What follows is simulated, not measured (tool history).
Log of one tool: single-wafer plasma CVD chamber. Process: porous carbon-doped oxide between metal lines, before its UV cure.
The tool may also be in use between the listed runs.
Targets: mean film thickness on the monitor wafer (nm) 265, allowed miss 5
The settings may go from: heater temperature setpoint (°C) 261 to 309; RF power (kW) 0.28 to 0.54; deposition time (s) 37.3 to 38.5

run  hour  heater temperature setpoint (°C)  RF power (kW)  deposition time (s)  mean film thickness on the monitor wafer (nm)
  1     0                               285           0.41                 37.3                                         211.35
  2   1.5                               285           0.36                 37.3                                         184.87
  3   8.7                               285           0.36                 38.5                                         193.12
  4  17.5                               279           0.38                 38.5                                            212
  5    22                               284           0.38                 38.5                                         207.01
  6  28.5                               293           0.38                 38.5                                         195.16
  7  29.6                               285            0.4                 38.5                                         215.07
  8  30.4                               279           0.41                 38.5                                         225.78
  9  38.8                               275           0.42                 38.5                                         236.89
 10  40.1                               272          0.425                 38.5                                         244.12
 11  42.7                               269           0.43                 38.5                                         250.73
 12  47.2                               267           0.43                 38.5                                         253.91
 13  53.9                               266           0.43                 38.5                                         255.31
 14  62.8                               266           0.43                 38.5                                         257.18

5 next moves are on the table. One of them brings every result within its allowed miss. Which?
  A  71.7                               269          0.435                 38.5                                              ?
  B  71.7                               264           0.49                 37.3                                              ?
  C  71.7                               262          0.445                 37.9                                              ?
  D  71.7                               263           0.43                 37.5                                              ?
  E  71.7                               261          0.445                 38.5                                              ?

move  mean film thickness on the monitor wafer (nm)
   A                                         253.27
   B                                         279.63
   C                                         265.58
   D                                         252.88
   E                                         271.29
A: further off than the last run
B: takes the result that was furthest off past its target
C: meets every target
D: further off than the last run
E: takes the result that was furthest off past its target
The right move is C.
